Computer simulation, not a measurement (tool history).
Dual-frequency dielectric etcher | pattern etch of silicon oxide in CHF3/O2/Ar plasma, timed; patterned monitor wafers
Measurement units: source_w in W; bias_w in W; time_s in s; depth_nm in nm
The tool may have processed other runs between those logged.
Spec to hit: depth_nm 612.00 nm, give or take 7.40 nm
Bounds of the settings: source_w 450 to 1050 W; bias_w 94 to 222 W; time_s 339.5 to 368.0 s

run    day  source_w  bias_w  time_s  depth_nm
  1  0.000       750     158   368.0    711.08
  2  0.171       820     158   368.0    743.28
  3  0.529       770     158   368.0    715.48
  4  0.896       720     157   368.0    690.86
  5  1.108       770     157   368.0    718.57
  6  1.271       720     156   368.0    691.34
  7  1.338       680     156   368.0    677.44
  8  1.621       650     156   368.0    654.80
  9  1.771       650     156   368.0    660.40
 10  1.829       630     156   368.0    646.79
 11  1.962       620     156   368.0    644.50
 12  2.167       610     156   368.0    639.65
 13  2.500       610     156   368.0    635.34
 14  2.821       600     156   368.0    630.35
 15  2.983       590     156   368.0    626.59
 16  3.171       580     156   368.0    620.87

Exactly one of the 4 candidate moves below puts every result within its allowed miss. Which one?
  A  3.358       630     154   368.0         ?
  B  3.358       720     117   361.5         ?
  C  3.358       490     184   358.5         ?
  D  3.358       510     183   361.0         ?

move  depth_nm
   A    644.65
   B    595.39
   C    597.76
   D    613.58
A: misses by more than the last run did
B: takes the biggest miss from the last run beyond its target
C: takes the biggest miss from the last run beyond its target
D: all results land within tolerance of their targets
Answer: D

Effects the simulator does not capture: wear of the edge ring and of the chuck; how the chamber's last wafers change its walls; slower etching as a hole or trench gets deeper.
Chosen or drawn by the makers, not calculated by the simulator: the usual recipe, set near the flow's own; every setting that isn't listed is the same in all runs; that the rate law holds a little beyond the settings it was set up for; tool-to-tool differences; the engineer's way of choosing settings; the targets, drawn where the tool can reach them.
